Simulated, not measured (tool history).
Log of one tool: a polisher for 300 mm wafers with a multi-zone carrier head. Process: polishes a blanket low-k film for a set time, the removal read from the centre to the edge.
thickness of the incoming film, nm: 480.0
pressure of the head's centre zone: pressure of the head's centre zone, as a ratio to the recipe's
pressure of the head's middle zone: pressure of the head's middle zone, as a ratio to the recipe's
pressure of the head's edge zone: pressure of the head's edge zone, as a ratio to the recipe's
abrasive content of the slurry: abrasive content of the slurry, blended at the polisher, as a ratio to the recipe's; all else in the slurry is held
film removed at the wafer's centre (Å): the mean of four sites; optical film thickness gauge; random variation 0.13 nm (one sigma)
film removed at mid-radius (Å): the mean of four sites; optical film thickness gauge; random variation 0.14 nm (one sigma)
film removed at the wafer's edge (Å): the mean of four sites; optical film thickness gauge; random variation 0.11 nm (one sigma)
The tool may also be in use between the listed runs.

run  hour  flow of slurry (ml/min)  pressure of the head's centre zone  pressure of the head's middle zone  pressure of the head's edge zone  abrasive content of the slurry  polishing time (s)  film removed at the wafer's centre (Å)  film removed at mid-radius (Å)  film removed at the wafer's edge (Å)
  1     0                      165                                   1                                   1                                 1                               1                  43                                  156.44                          156.87                                155.71
  2   1.4                      165                                   1                                   1                                 1                             1.2                  43                                  166.63                          168.58                                165.89
  3   8.2                      165                                   1                                   1                              0.92                             1.2                  43                                  166.91                          169.35                                161.25
  4     9                      195                                   1                                   1                              0.92                             1.2                  43                                  171.62                          176.05                                164.77
  5  17.3                      195                                   1                                   1                              0.96                             1.2                  43                                  172.18                           174.5                                166.46
  6  18.7                      195                                   1                                1.08                              0.96                             1.2                  43                                  173.83                          186.49                                167.99
  7  20.9                      180                                0.97                                1.03                              0.94                            1.15                  43                                  167.54                           173.7                                163.88
  8    22                      170                                0.93                                1.03                              0.95                            1.05                  43                                  149.49                          164.17                                 156.2
  9  27.2                      160                                0.92                                   1                              0.94                            1.05                  43                                  148.47                          161.57                                151.97
 10  31.3                      150                                0.91                                0.97                              0.96                            1.05                  43                                  144.86                          151.89                                154.02
 11  37.5                      110                                0.89                                0.96                              0.91                               1                  43                                  127.41                          139.47                                139.02

The next listed run, before its measurement:
 12  46.5                      115                                0.89                                0.96                              0.92                               1                  43                                       ?                               ?                                     ?

{"run 12": {"film removed at the wafer's centre (Å)": 129.54, "film removed at mid-radius (Å)": 136.87, "film removed at the wafer's edge (Å)": 142.57}}
